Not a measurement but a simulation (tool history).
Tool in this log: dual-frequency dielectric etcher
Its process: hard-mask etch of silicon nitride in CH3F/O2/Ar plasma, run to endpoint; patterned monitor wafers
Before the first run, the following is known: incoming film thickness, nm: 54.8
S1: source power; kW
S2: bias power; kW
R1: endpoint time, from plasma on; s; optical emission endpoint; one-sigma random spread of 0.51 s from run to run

{"run": 1, "day": 0.0, "S1": 0.3, "S2": 0.097, "R1": 79.147}
{"run": 2, "day": 0.204, "S1": 0.3, "S2": 0.081, "R1": 84.179}
{"run": 3, "day": 0.375, "S1": 0.33, "S2": 0.081, "R1": 82.022}
{"run": 4, "day": 0.45, "S1": 0.33, "S2": 0.088, "R1": 80.052}
{"run": 5, "day": 0.562, "S1": 0.35, "S2": 0.092, "R1": 76.334}
{"run": 6, "day": 0.908, "S1": 0.36, "S2": 0.093, "R1": 74.915}

Run 7 has not been measured yet. What should we expect?
{"run": 7, "day": 1.15, "S1": 0.37, "S2": 0.094, "R1": "?"}

Run 7 yielded R1 73.63 s.
